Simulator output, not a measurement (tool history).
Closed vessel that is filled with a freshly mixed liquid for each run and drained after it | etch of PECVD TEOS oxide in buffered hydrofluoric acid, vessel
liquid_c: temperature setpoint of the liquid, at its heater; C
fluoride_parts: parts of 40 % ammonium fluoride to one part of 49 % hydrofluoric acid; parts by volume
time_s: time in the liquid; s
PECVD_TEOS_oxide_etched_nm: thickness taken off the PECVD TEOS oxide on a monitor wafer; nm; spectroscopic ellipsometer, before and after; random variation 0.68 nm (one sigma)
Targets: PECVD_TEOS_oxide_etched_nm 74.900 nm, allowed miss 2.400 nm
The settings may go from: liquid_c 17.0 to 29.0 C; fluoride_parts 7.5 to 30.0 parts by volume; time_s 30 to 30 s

run,day,liquid_c,fluoride_parts,time_s,PECVD_TEOS_oxide_etched_nm
1,0.000,21.0,22.0,30,33.630
2,0.050,23.0,19.5,30,40.883
3,0.346,23.0,19.5,30,40.842
4,0.592,24.5,17.5,30,49.225
5,0.688,25.5,16.5,30,55.803
6,0.792,25.5,16.5,30,55.026
7,1.175,26.5,16.0,30,60.604
8,1.304,27.0,16.0,30,62.603
9,1.504,27.5,15.5,30,65.853
10,1.629,28.0,15.5,30,67.411
11,1.700,28.5,15.0,30,71.192

4 next moves are on the table. One of them brings every result within its allowed miss. Which?
A,1.771,29.0,16.0,30,?
B,1.771,29.0,13.5,30,?
C,1.771,26.5,14.0,30,?
D,1.771,26.5,13.0,30,?

move,PECVD_TEOS_oxide_etched_nm
A,69.155
B,81.687
C,68.994
D,74.189
A: further off than the last run
B: takes the result that was furthest off past its target
C: further off than the last run
D: meets every target
Answer: D
